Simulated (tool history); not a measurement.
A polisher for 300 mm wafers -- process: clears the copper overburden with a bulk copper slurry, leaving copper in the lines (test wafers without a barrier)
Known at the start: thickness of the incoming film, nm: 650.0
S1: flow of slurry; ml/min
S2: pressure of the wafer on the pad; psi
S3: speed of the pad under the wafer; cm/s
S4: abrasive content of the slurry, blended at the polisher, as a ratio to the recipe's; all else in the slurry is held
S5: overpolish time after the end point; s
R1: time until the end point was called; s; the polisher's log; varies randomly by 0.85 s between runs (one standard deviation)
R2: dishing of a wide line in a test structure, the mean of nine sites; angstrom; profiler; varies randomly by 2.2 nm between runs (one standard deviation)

run 1 hour=0 | S1=290 S2=2.1 S3=96 S4=1 S5=25 | R1=87.376 R2=765.97
run 2 hour=8.4 | S1=290 S2=2.1 S3=96 S4=1 S5=34 | R1=87.268 R2=829.33
run 3 hour=12.3 | S1=290 S2=2.4 S3=104 S4=1 S5=26 | R1=72.337 R2=822.6
run 4 hour=19.7 | S1=290 S2=2.4 S3=104 S4=0.9 S5=26 | R1=71.592 R2=888.97
run 5 hour=27.6 | S1=290 S2=2.4 S3=104 S4=0.9 S5=37 | R1=69.97 R2=968.62
run 6 hour=28.3 | S1=290 S2=2.1 S3=104 S4=0.9 S5=37 | R1=85.959 R2=858.49
run 7 hour=32.7 | S1=290 S2=2.1 S3=104 S4=0.9 S5=37 | R1=81.673 R2=918.41
run 8 hour=38.8 | S1=295 S2=2.7 S3=124 S4=0.95 S5=25 | R1=53.173 R2=980.77

Run 9 is up next; what results do you expect?
run 9 hour=45.2 | S1=295 S2=2.8 S3=126 S4=1 S5=21 | R1=? R2=?

R1: 51.487 s
R2: 955.58 angstrom
